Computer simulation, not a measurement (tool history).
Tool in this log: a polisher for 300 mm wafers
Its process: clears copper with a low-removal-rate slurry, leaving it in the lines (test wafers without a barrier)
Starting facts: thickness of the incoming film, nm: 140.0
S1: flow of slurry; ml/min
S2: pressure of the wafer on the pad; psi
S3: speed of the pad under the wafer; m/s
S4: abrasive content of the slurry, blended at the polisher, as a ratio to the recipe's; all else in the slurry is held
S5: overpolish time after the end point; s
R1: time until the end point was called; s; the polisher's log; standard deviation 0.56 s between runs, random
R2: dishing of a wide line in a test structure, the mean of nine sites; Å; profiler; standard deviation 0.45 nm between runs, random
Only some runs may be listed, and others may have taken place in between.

run  hour   S1   S2    S3  S4  S5      R1      R2
  1     0  145  2.2  0.88   1  28  75.143  321.33
  2   2.9  120  2.2  0.88   1  28  77.801  304.21
  3   5.1  125  2.2  0.88   1  27   78.24  300.47
  4  13.3  110  2.2  0.88   1  27  78.894  301.26
  5  16.8  115  2.2  0.88   1  26  78.278  287.38
  6  21.1  115  1.8  0.88   1  26  95.483  241.69
  7  22.3  120  1.9  0.88   1  25  89.134  252.05
  8  31.2  125  1.9  0.88   1  24  88.831  241.88
  9  33.1  130  1.9  0.88   1  24   87.31  244.98

The next listed run, before its measurement:
 10    36  135  1.9  0.88   1  24   ?   ?

Run 10 gave R1 88.063 s, R2 250.65 Å.
